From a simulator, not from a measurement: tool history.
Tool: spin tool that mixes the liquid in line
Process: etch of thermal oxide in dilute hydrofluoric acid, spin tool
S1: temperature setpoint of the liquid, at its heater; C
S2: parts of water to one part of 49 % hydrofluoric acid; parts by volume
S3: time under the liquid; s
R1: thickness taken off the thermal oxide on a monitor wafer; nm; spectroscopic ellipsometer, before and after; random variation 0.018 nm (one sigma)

run  hour    S1   S2  S3      R1
  1     0    24  120  90   3.275
  2   1.7    21  120  90  2.8777
  3   9.4    22  120  90  2.9723
  4  13.9    22  145  90  2.4171
  5    15    22  175  90  1.9258
  6  20.6    22  175  90  1.9352
  7  28.8  23.5  170  90  2.1247
  8  30.2  27.5  130  90  3.3637
  9  36.9    28  130  90   3.463

Forecast run 10:
 10  39.3  28.5  130  90   ?

{"run 10": {"R1": 3.5104}}
